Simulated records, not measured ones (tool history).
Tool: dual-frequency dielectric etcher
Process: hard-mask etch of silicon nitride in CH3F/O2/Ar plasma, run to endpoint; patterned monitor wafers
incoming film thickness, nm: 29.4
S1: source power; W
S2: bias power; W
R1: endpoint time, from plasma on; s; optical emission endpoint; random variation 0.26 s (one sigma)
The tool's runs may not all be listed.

run	day	S1	S2	R1
1	0	540	51	44.012
2	0.188	580	51	43.039
3	0.346	580	42	45.239
4	0.546	580	46	44.078
5	0.858	580	39	45.73
6	0.942	630	42	43.574
7	1.071	670	44	42.924
8	1.329	700	48	40.77
9	1.379	720	49	40.291

The next listed run, before its measurement:
10	1.7	730	50	?

R1: 40.139 s

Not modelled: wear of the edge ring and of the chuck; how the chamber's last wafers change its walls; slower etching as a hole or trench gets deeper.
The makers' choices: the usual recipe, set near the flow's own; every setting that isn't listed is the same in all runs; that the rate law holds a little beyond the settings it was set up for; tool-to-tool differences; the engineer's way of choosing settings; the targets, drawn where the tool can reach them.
